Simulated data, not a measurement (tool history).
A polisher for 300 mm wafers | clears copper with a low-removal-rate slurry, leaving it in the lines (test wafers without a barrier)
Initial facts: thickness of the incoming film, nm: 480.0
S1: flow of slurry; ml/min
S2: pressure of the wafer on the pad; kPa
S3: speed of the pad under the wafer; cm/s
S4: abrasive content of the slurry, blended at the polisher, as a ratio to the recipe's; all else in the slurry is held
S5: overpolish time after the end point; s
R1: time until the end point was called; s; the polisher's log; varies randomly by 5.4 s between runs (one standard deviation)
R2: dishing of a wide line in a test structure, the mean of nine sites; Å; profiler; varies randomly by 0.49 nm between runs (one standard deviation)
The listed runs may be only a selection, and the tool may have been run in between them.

run,hour,S1,S2,S3,S4,S5,R1,R2
1,0,235,15.9,132,1,28,167.57,536.05
2,7.7,235,14.5,124,1,29,184.97,495.12
3,10.9,190,14.5,124,1,29,193.5,505.12
4,14.3,190,15.9,124,1,29,179.12,546.23
5,19.2,185,14.5,116,1,30,205.29,482.3
6,23.3,180,13.1,110,1,32,240.23,447.24
7,29,180,11.7,108,1,33,274.65,412.35
8,35.2,180,11,108,1,33,286.65,394.21
9,41.6,180,10.3,106,1,34,309.71,381.37
10,50.5,180,9.7,106,1,34,337.89,355.29

For run 11, what comes out?
11,58.9,180,9,106,1,34,?,?

Run 11 gave R1 357.75 s, R2 342.17 Å.
